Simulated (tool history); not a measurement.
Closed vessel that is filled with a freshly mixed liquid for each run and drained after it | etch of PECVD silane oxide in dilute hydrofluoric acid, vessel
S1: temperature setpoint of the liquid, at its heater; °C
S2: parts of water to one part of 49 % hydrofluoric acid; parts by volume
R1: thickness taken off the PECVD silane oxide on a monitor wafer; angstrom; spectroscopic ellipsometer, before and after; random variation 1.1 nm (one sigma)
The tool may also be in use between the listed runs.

Run 1, day 0.000: S1 21.0 °C, S2 55 parts by volume, time in the liquid (s) 270. Result: R1 765.20 angstrom.
Run 2, day 0.267: S1 22.5 °C, S2 50 parts by volume, time in the liquid (s) 270. Result: R1 908.65 angstrom.
Run 3, day 0.492: S1 24.0 °C, S2 50 parts by volume, time in the liquid (s) 270. Result: R1 961.98 angstrom.
Run 4, day 0.804: S1 25.0 °C, S2 50 parts by volume, time in the liquid (s) 270. Result: R1 1012.00 angstrom.
Run 5, day 0.983: S1 25.5 °C, S2 50 parts by volume, time in the liquid (s) 270. Result: R1 1030.10 angstrom.
Run 6, day 1.125: S1 23.0 °C, S2 50 parts by volume, time in the liquid (s) 270. Result: R1 936.32 angstrom.
Run 7, day 1.346: S1 24.0 °C, S2 50 parts by volume, time in the liquid (s) 270. Result: R1 954.71 angstrom.

Forecast run 8:
Run 8, day 1.729: S1 24.0 °C, S2 50 parts by volume, time in the liquid (s) 270. Result: R1 ?.

{"run 8": {"R1": 971.95}}

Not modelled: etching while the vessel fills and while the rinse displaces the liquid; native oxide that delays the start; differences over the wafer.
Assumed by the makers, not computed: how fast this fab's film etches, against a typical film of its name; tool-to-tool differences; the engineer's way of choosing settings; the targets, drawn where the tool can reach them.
